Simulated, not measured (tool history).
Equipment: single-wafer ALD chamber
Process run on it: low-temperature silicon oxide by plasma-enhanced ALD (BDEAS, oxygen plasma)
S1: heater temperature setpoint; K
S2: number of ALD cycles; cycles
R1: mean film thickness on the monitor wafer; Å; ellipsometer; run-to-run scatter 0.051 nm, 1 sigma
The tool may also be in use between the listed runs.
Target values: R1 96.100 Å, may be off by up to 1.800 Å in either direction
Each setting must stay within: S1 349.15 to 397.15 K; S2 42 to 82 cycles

run,day,S1,S2,R1
1,0.000,373.15,62,82.510
2,0.254,366.15,62,85.342
3,0.562,364.15,63,86.999
4,0.829,364.15,56,77.012
5,0.888,368.15,56,75.407
6,1.025,374.15,56,74.839
7,1.262,372.15,58,76.595
8,1.608,369.15,59,79.182
9,1.821,367.15,60,82.755
10,2.025,365.15,61,83.195

Consider the 4 candidate settings below. Which is the only one whose results all fall within their allowed miss of target?
A,2.229,357.15,51,?
B,2.229,364.15,70,?
C,2.229,353.15,70,?
D,2.229,355.15,71,?

move,R1
A,72.516
B,96.962
C,101.000
D,101.700
A: lands further from the targets than the last run did
B: in spec on every target
C: takes the biggest miss from the last run beyond its target
D: takes the biggest miss from the last run beyond its target
Move B is the one to make.
